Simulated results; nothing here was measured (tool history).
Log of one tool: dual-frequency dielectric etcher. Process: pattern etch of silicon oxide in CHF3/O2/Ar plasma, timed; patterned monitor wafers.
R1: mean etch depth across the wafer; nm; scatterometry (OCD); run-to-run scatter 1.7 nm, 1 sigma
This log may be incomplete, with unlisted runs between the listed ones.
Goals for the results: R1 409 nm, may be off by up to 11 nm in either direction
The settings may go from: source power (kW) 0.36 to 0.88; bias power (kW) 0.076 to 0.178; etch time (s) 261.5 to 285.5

run 1 hour=0 | source_power_(kW)=0.62 bias_power_(kW)=0.127 etch_time_(s)=285.5 | R1=507.65
run 2 hour=3.4 | source_power_(kW)=0.62 bias_power_(kW)=0.127 etch_time_(s)=285.5 | R1=508.84
run 3 hour=7.7 | source_power_(kW)=0.53 bias_power_(kW)=0.127 etch_time_(s)=285.5 | R1=469.79
run 4 hour=14.8 | source_power_(kW)=0.59 bias_power_(kW)=0.127 etch_time_(s)=285.5 | R1=499.07
run 5 hour=18.5 | source_power_(kW)=0.59 bias_power_(kW)=0.127 etch_time_(s)=285.5 | R1=494.79
run 6 hour=25.9 | source_power_(kW)=0.59 bias_power_(kW)=0.116 etch_time_(s)=285.5 | R1=474.24
run 7 hour=28.5 | source_power_(kW)=0.55 bias_power_(kW)=0.114 etch_time_(s)=285 | R1=454.77
run 8 hour=35.7 | source_power_(kW)=0.52 bias_power_(kW)=0.113 etch_time_(s)=285 | R1=437.45
run 9 hour=39.8 | source_power_(kW)=0.5 bias_power_(kW)=0.112 etch_time_(s)=285 | R1=423.85
run 10 hour=42.9 | source_power_(kW)=0.49 bias_power_(kW)=0.112 etch_time_(s)=285 | R1=422.39

5 candidate next runs follow, results not yet known. Just one meets every target within its allowed miss. Identify it.
run A hour=46 | source_power_(kW)=0.48 bias_power_(kW)=0.131 etch_time_(s)=275.5 | R1=?
run B hour=46 | source_power_(kW)=0.51 bias_power_(kW)=0.114 etch_time_(s)=285.5 | R1=?
run C hour=46 | source_power_(kW)=0.6 bias_power_(kW)=0.094 etch_time_(s)=285.5 | R1=?
run D hour=46 | source_power_(kW)=0.55 bias_power_(kW)=0.112 etch_time_(s)=279 | R1=?
run E hour=46 | source_power_(kW)=0.45 bias_power_(kW)=0.12 etch_time_(s)=280.5 | R1=?

move=A R1=441.65
move=B R1=439.99
move=C R1=432.09
move=D R1=443.17
move=E R1=415.14
A: the biggest miss grows against the last run
B: the biggest miss grows against the last run
C: the biggest miss grows against the last run
D: the biggest miss grows against the last run
E: meets every target
The right move is E.
